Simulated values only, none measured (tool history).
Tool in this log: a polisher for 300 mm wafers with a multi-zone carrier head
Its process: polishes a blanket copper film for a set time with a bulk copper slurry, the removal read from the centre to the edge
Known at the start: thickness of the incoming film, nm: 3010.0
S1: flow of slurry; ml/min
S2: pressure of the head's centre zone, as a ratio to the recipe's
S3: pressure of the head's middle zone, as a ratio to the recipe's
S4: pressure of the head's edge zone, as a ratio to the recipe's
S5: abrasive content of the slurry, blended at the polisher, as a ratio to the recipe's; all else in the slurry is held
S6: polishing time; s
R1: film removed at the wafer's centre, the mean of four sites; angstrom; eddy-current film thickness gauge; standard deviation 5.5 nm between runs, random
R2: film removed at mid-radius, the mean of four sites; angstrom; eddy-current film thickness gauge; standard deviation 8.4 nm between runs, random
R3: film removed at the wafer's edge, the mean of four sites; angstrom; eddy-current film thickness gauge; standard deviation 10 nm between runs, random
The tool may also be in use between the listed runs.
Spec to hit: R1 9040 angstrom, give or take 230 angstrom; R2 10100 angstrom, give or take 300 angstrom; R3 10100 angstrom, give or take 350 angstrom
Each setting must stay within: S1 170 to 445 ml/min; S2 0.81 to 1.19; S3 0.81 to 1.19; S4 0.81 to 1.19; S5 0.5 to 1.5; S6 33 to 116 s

run,hour,S1,S2,S3,S4,S5,S6,R1,R2,R3
1,0,285,1,1,1,1,74,8557.2,8266.9,8830.3
2,6.1,285,1,1,1.04,1,74,8643.2,8335.5,8952.3
3,12.3,285,1,1,1.13,1,74,8600.9,8112.8,9360.6
4,17,285,1,1,1.13,1.15,74,8726.6,8319,9533.1
5,19.1,285,1,1,1.06,1.15,74,8650.7,8405.4,9007.9
6,25.8,285,1,0.95,1.06,1.15,74,8734.9,8062.1,9178.3
7,33.9,295,1,0.98,1.08,1.2,74,8907.7,8361.1,9434.9
8,37.6,305,0.99,1,1.08,1.2,74,8700.4,8520.2,9260.4
9,45.7,305,0.99,1.02,1.09,1.25,75,9039.1,8839.6,9483.1
10,51.4,360,0.92,1.12,1.19,1.3,76,8610.4,9778.7,10385
11,57.6,365,0.93,1.12,1.18,1.3,76,8717.4,9786.8,10324
12,58.7,370,0.93,1.13,1.17,1.3,76,8827.2,9914.4,10258

Next run, 4 choices. One meets every target within its allowed miss, the rest don't. Which?
A,59.8,410,0.96,1.16,1.16,1.15,76,?,?,?
B,59.8,295,0.98,1.11,1.14,0.95,78,?,?,?
C,59.8,370,0.94,1.07,1.19,1.4,74,?,?,?
D,59.8,410,0.91,1.13,1.11,1,79,?,?,?

move,R1,R2,R3
A,8925,10008,10040
B,8825,9385.3,9755.5
C,8719.9,9304.9,10167
D,8679.4,9971.9,10004
A: each result inside its tolerance
B: the furthest-off result lands on target, but another misses its tolerance
C: the biggest miss grows against the last run
D: the biggest miss grows against the last run
A meets every target.

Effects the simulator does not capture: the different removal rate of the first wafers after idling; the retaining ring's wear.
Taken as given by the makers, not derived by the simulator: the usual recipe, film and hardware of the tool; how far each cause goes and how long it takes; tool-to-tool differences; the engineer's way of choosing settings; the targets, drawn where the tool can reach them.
